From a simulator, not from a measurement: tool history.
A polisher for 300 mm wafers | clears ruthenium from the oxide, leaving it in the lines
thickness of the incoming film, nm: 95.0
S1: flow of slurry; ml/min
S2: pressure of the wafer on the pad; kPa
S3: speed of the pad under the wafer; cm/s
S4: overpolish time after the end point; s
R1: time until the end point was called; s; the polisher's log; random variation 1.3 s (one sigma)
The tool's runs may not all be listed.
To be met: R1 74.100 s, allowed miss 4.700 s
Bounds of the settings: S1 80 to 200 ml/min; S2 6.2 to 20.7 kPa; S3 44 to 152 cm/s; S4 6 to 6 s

| run | day | S1 | S2 | S3 | S4 | R1 |
|---|---|---|---|---|---|---|
| 1 | 0.000 | 130 | 13.1 | 98 | 6 | 119.640 |
| 2 | 0.221 | 130 | 14.5 | 100 | 6 | 108.530 |
| 3 | 0.254 | 130 | 14.5 | 100 | 6 | 112.280 |
| 4 | 0.396 | 130 | 17.2 | 100 | 6 | 91.873 |
| 5 | 0.567 | 130 | 17.9 | 100 | 6 | 87.104 |
| 6 | 0.858 | 130 | 17.9 | 100 | 6 | 89.034 |
| 7 | 0.888 | 130 | 18.6 | 100 | 6 | 85.230 |
| 8 | 1.167 | 130 | 19.3 | 100 | 6 | 87.352 |
| 9 | 1.533 | 130 | 20.0 | 102 | 6 | 80.108 |
| 10 | 1.875 | 130 | 20.0 | 102 | 6 | 79.236 |

Which of these 5 next moves meets every target?
| A | 2.217 | 130 | 20.7 | 106 | 6 | ? |
| B | 2.217 | 140 | 20.7 | 84 | 6 | ? |
| C | 2.217 | 100 | 20.7 | 92 | 6 | ? |
| D | 2.217 | 110 | 19.3 | 144 | 6 | ? |
| E | 2.217 | 130 | 20.7 | 130 | 6 | ? |

| move | R1 |
|---|---|
| A | 76.176 |
| B | 92.464 |
| C | 92.056 |
| D | 63.562 |
| E | 63.202 |
A: meets every target
B: further off than the last run
C: further off than the last run
D: takes the result that was furthest off past its target
E: takes the result that was furthest off past its target
The right move is A.

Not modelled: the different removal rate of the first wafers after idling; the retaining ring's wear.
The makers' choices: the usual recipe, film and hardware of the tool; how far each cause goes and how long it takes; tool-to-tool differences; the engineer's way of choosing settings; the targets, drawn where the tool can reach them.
